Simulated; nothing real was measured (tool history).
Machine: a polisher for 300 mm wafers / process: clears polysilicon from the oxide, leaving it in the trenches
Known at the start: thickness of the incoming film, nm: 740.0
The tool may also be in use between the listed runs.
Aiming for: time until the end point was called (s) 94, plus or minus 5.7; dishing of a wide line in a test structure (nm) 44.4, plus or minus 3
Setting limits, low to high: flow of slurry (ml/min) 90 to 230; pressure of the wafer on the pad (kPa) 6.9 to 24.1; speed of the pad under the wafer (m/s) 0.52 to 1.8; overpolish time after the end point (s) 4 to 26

run	day	flow of slurry (ml/min)	pressure of the wafer on the pad (kPa)	speed of the pad under the wafer (m/s)	overpolish time after the end point (s)	time until the end point was called (s)	dishing of a wide line in a test structure (nm)
1	0	150	15.2	1.16	13	48.533	46.641
2	0.325	150	12.4	1.1	13	62.85	46.815
3	0.475	150	14.5	1.1	13	55.275	47.548
4	0.554	150	17.9	1.1	13	43.755	47.058
5	0.612	150	17.9	1.36	13	36.659	47.384
6	0.633	150	17.9	1.36	16	35.189	48.792
7	0.967	145	14.5	1.24	14	48.823	47.645
8	1.342	145	12.4	1.16	12	58.527	45.963
9	1.538	145	10.3	1.1	12	75.206	45.192
10	1.562	145	9.7	1.1	12	79.18	42.864
11	1.646	150	9	1.08	14	86.003	44.035

Of the 5 settings listed for the next run, only one would bring every result within its allowed miss of target. Which one?
A	1.729	150	9.7	0.92	16	?	?
B	1.729	145	8.3	1.22	11	?	?
C	1.729	130	11.7	0.96	12	?	?
D	1.729	190	20.7	0.54	23	?	?
E	1.729	130	9.7	1.1	19	?	?

move	time until the end point was called (s)	dishing of a wide line in a test structure (nm)
A	95.944	44.53
B	85.05	41.575
C	78.518	43.62
D	73.444	47.984
E	82.908	46.9
A: every result lands within tolerance
B: moves away from the targets compared with the last run
C: moves away from the targets compared with the last run
D: moves away from the targets compared with the last run
E: moves away from the targets compared with the last run
Move A is the one to make.

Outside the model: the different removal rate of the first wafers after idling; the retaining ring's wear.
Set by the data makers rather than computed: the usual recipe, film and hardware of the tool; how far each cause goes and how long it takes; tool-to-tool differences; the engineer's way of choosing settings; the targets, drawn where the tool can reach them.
